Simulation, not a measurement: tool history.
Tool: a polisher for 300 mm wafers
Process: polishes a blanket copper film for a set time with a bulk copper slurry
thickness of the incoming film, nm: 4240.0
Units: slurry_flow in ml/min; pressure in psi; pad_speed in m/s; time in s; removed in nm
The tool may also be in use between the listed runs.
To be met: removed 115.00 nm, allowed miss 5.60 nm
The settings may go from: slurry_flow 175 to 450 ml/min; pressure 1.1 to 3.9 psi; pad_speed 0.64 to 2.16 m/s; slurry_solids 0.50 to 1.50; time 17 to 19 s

Run 1, hour 0.0: slurry_flow 290 ml/min, pressure 2.5 psi, pad_speed 1.40 m/s, slurry_solids 1.00, time 19 s. Result: removed 200.02 nm.
Run 2, hour 2.3: slurry_flow 290 ml/min, pressure 2.1 psi, pad_speed 1.38 m/s, slurry_solids 1.00, time 19 s. Result: removed 159.63 nm.
Run 3, hour 5.2: slurry_flow 290 ml/min, pressure 2.1 psi, pad_speed 1.38 m/s, slurry_solids 1.00, time 19 s. Result: removed 166.25 nm.
Run 4, hour 9.5: slurry_flow 290 ml/min, pressure 1.8 psi, pad_speed 1.36 m/s, slurry_solids 1.00, time 19 s. Result: removed 138.75 nm.
At hour 11.7: slurry nozzle cleaned.
Run 5, hour 11.7: slurry_flow 320 ml/min, pressure 1.8 psi, pad_speed 1.36 m/s, slurry_solids 1.00, time 19 s. Result: removed 144.55 nm.
Run 6, hour 14.8: slurry_flow 320 ml/min, pressure 1.8 psi, pad_speed 1.36 m/s, slurry_solids 1.10, time 19 s. Result: removed 148.12 nm.
Run 7, hour 21.4: slurry_flow 310 ml/min, pressure 1.6 psi, pad_speed 1.36 m/s, slurry_solids 1.10, time 19 s. Result: removed 129.69 nm.
Run 8, hour 25.0: slurry_flow 295 ml/min, pressure 1.6 psi, pad_speed 1.36 m/s, slurry_solids 1.10, time 19 s. Result: removed 133.57 nm.
Run 9, hour 32.5: slurry_flow 295 ml/min, pressure 1.5 psi, pad_speed 1.36 m/s, slurry_solids 1.10, time 19 s. Result: removed 123.44 nm.
Run 10, hour 39.0: slurry_flow 290 ml/min, pressure 1.5 psi, pad_speed 1.36 m/s, slurry_solids 1.10, time 19 s. Result: removed 121.01 nm.
Run 11, hour 43.3: slurry_flow 285 ml/min, pressure 1.5 psi, pad_speed 1.36 m/s, slurry_solids 1.10, time 19 s. Result: removed 124.61 nm.

4 next moves are on the table. One of them brings every result within its allowed miss. Which?
Run A, hour 47.6: slurry_flow 265 ml/min, pressure 1.9 psi, pad_speed 1.08 m/s, slurry_solids 1.25, time 19 s. Result: removed ?.
Run B, hour 47.6: slurry_flow 285 ml/min, pressure 1.4 psi, pad_speed 1.52 m/s, slurry_solids 1.30, time 17 s. Result: removed ?.
Run C, hour 47.6: slurry_flow 275 ml/min, pressure 1.6 psi, pad_speed 1.30 m/s, slurry_solids 1.30, time 19 s. Result: removed ?.
Run D, hour 47.6: slurry_flow 365 ml/min, pressure 1.7 psi, pad_speed 1.30 m/s, slurry_solids 1.05, time 19 s. Result: removed ?.

move  removed
   A   134.28
   B   119.24
   C   133.03
   D   137.34
A: further off than the last run
B: meets every target
C: further off than the last run
D: further off than the last run
The right move is B.

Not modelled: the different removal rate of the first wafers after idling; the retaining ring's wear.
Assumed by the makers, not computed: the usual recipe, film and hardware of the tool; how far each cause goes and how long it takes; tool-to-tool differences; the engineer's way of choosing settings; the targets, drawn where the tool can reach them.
